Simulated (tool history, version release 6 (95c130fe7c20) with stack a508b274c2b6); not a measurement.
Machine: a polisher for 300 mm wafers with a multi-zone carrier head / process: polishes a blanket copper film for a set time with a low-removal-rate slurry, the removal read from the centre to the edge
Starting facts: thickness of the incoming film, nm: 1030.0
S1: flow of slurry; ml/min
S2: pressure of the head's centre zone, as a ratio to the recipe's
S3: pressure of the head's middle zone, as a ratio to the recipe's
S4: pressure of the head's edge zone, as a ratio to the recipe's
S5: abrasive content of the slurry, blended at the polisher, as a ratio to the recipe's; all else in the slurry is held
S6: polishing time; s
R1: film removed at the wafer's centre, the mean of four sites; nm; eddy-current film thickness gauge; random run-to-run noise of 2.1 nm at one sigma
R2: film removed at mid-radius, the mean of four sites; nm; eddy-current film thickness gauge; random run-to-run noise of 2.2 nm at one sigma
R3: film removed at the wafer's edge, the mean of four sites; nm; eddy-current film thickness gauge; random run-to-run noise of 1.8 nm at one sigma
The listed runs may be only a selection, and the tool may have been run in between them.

run  hour   S1    S2    S3    S4    S5  S6      R1      R2      R3
  1   0.0  165  1.00  1.00  1.00  1.00  82  318.79  308.86  303.81
  2   2.8  165  1.00  1.07  1.00  1.00  82  320.77  330.17  301.80
  3  11.4  165  1.00  1.15  1.00  1.00  82  318.75  346.98  299.96
  4  18.4  160  1.01  1.10  1.00  0.90  76  288.60  300.22  279.16
  5  19.8  160  1.01  1.10  1.00  0.70  76  264.87  278.75  256.50
  6  28.2  160  1.01  1.10  1.00  0.70  95  345.23  348.54  325.90
  7  28.8  155  1.02  1.06  0.99  0.65  88  303.22  313.16  293.07
  8  30.8  165  1.04  1.03  1.01  0.65  80  289.79  281.08  270.27
  9  37.3  165  1.04  1.03  1.01  0.65  80  285.10  272.25  271.79
 10  43.9  170  1.05  1.01  1.00  0.65  74  268.36  251.74  248.60
 11  49.5  125  1.03  0.91  0.95  0.50  51  160.97  141.60  151.32
 12  57.8  135  1.04  0.91  0.96  0.50  51  165.32  143.74  155.65
 13  66.2  145  1.05  0.91  0.97  0.50  51  169.60  148.36  157.56
 14  68.2  150  1.06  0.90  0.98  0.50  51  171.57  150.23  156.84
 15  69.6  170  1.10  0.84  1.08  0.75  53  215.94  163.22  196.25
 16  74.2  170  1.10  0.84  1.08  0.75  53  210.89  162.26  192.75
 17  75.6  165  1.09  0.85  1.06  0.75  53  208.64  163.98  189.22

What will run 18 give?
 18  78.5  130  1.04  0.87  0.99  0.65  52   ?   ?   ?

{"run 18": {"R1": 172.72, "R2": 153.74, "R3": 169.24}}

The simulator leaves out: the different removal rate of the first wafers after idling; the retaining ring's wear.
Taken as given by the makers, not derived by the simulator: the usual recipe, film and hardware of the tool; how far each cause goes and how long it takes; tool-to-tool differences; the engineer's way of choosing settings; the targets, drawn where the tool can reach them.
